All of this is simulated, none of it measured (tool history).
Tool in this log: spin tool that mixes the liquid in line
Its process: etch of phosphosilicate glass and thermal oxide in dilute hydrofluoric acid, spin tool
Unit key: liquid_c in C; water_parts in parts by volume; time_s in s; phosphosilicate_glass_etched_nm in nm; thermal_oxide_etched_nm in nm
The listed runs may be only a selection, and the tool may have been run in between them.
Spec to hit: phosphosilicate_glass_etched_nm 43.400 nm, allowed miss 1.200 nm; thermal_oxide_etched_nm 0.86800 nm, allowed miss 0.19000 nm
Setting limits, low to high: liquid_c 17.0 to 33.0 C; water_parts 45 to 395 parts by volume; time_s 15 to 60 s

run,day,liquid_c,water_parts,time_s,phosphosilicate_glass_etched_nm,thermal_oxide_etched_nm
1,0.000,25.0,220,30,28.444,0.56640
2,0.162,25.0,220,40,38.127,0.77468
3,0.367,26.0,220,40,39.436,0.80582
4,0.412,26.0,175,40,51.998,1.10500
5,0.738,25.0,175,40,50.986,1.05950
6,1.083,24.0,175,40,48.628,1.06890
7,1.417,23.5,180,40,46.731,0.86028
8,1.571,24.0,185,40,45.270,0.90227

Exactly one of the 4 candidate moves below puts every result within its allowed miss. Which one?
A,1.725,20.5,145,35,?,?
B,1.725,19.5,190,50,?,?
C,1.725,22.5,220,50,?,?
D,1.725,26.5,215,40,?,?

move,phosphosilicate_glass_etched_nm,thermal_oxide_etched_nm
A,46.340,1.07690
B,46.331,1.07670
C,43.368,1.00790
D,41.154,0.95641
A: misses by more than the last run did
B: misses by more than the last run did
C: hits every target within its allowed miss
D: moves the result that the last run missed by most past its target, out the other side
Correct choice: C, which meets every target

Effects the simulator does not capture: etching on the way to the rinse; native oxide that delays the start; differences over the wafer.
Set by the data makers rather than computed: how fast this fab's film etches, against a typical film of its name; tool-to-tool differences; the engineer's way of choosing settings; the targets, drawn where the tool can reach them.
